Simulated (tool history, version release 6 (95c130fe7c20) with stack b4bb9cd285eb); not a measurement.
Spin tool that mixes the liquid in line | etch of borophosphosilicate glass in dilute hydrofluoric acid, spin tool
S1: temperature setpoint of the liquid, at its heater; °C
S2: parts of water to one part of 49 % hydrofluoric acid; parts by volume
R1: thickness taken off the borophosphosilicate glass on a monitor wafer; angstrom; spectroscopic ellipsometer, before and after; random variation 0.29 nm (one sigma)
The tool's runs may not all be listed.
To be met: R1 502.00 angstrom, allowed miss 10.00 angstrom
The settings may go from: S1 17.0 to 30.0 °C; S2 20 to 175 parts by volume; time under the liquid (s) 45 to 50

run 1 day=0.000 | S1=22.0 S2=95 time_under_the_liquid_(s)=45 | R1=180.34
run 2 day=0.233 | S1=22.0 S2=125 time_under_the_liquid_(s)=45 | R1=131.21
run 3 day=0.554 | S1=24.5 S2=95 time_under_the_liquid_(s)=45 | R1=197.36
run 4 day=0.708 | S1=24.5 S2=80 time_under_the_liquid_(s)=45 | R1=240.10
run 5 day=1.021 | S1=24.5 S2=100 time_under_the_liquid_(s)=45 | R1=188.65
run 6 day=1.221 | S1=26.5 S2=75 time_under_the_liquid_(s)=45 | R1=277.25
run 7 day=1.288 | S1=27.5 S2=60 time_under_the_liquid_(s)=45 | R1=371.36
run 8 day=1.562 | S1=28.5 S2=55 time_under_the_liquid_(s)=45 | R1=423.91
run 9 day=1.788 | S1=29.0 S2=55 time_under_the_liquid_(s)=45 | R1=429.92

4 next moves are on the table. One of them brings every result within its allowed miss. Which?
run A day=2.012 | S1=29.0 S2=50 time_under_the_liquid_(s)=45 | R1=?
run B day=2.012 | S1=28.5 S2=65 time_under_the_liquid_(s)=45 | R1=?
run C day=2.012 | S1=30.0 S2=55 time_under_the_liquid_(s)=50 | R1=?
run D day=2.012 | S1=29.0 S2=50 time_under_the_liquid_(s)=50 | R1=?

move=A R1=476.58
move=B R1=351.60
move=C R1=496.91
move=D R1=529.53
A: nearer than the last run, and not there yet
B: further off than the last run
C: meets every target
D: takes the result that was furthest off past its target
Answer: C
